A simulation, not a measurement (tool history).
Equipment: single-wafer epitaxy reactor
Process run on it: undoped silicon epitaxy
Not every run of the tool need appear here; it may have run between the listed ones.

run,hour,wafer temperature setpoint (pyrometer-controlled) (°C),deposition time (s),mean film thickness on the monitor wafer (nm)
1,0.0,670,273,68.316
2,5.1,670,292,73.155
3,6.6,670,329,83.112
4,10.2,672,329,85.593
5,16.6,674,329,89.116
6,19.4,668,329,79.292

Run 7 comes next. What will it give?
7,21.3,671,330,?

{"run 7": {"mean film thickness on the monitor wafer (nm)": 84.035}}

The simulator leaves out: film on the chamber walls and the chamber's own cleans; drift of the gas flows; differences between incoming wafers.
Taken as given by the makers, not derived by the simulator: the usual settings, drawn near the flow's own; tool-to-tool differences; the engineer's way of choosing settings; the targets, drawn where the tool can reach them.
